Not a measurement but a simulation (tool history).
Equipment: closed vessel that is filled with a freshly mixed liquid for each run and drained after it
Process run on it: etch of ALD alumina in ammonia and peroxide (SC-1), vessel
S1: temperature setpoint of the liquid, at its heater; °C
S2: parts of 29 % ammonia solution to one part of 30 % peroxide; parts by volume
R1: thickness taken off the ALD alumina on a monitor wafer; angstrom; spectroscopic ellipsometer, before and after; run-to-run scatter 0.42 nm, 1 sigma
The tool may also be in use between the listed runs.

Run 1, day 0: S1 55 °C, S2 0.45 parts by volume, time in the liquid (s) 425. Result: R1 447.7 angstrom.
Run 2, day 0.062: S1 55.5 °C, S2 0.45 parts by volume, time in the liquid (s) 425. Result: R1 463.41 angstrom.
Run 3, day 0.433: S1 56 °C, S2 0.45 parts by volume, time in the liquid (s) 425. Result: R1 473.4 angstrom.
Run 4, day 0.704: S1 56.5 °C, S2 0.45 parts by volume, time in the liquid (s) 425. Result: R1 494.29 angstrom.
Run 5, day 0.888: S1 56.5 °C, S2 0.6 parts by volume, time in the liquid (s) 425. Result: R1 503.01 angstrom.
Run 6, day 0.996: S1 56.5 °C, S2 0.45 parts by volume, time in the liquid (s) 425. Result: R1 487.71 angstrom.

Forecast run 7:
Run 7, day 1.329: S1 57 °C, S2 0.45 parts by volume, time in the liquid (s) 425. Result: R1 ?.

R1: 500.66 angstrom
